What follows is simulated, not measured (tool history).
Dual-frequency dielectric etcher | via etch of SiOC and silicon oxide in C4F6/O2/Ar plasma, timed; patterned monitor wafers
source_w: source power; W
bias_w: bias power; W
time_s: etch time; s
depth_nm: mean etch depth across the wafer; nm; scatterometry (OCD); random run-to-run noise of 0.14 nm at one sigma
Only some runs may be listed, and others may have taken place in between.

run  hour  source_w  bias_w  time_s  depth_nm
  1   0.0       280     213      39    38.448
  2   3.6       230     213      39    36.179
  3   5.4       250     215      39    37.423
  4   8.4       270     216      39    38.383
  5  14.1       280     217      39    38.623
  6  18.4       280     217      36    35.960

Forecast run 7:
  7  26.5       340     231      36         ?

{"run 7": {"depth_nm": 38.865}}

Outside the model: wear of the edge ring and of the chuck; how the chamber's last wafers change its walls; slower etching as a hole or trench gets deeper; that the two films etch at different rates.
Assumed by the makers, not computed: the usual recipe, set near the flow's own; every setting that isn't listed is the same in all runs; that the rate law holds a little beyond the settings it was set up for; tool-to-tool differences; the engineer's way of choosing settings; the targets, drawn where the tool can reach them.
